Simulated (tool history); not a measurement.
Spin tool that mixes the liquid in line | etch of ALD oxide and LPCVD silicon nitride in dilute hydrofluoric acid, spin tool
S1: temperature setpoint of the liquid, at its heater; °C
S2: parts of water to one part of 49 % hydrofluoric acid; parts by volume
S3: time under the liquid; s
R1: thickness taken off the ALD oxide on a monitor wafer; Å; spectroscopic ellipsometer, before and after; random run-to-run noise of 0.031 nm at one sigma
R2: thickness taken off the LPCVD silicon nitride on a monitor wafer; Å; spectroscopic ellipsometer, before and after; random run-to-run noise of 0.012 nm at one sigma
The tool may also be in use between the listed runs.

run	day	S1	S2	S3	R1	R2
1	0.000	21.0	195	180	141.120	3.3207
2	0.267	23.0	195	180	151.330	4.3906
3	0.288	19.5	195	180	134.200	3.2630
4	0.425	19.5	195	105	77.069	1.5144
5	0.512	19.5	220	105	67.250	1.8669
6	0.629	19.5	265	105	53.100	1.5000
7	0.954	19.0	270	105	51.563	1.5042

What will run 8 give?
8	1.079	18.5	275	105	?	?

{"run 8": {"R1": 49.809, "R2": 1.2914}}
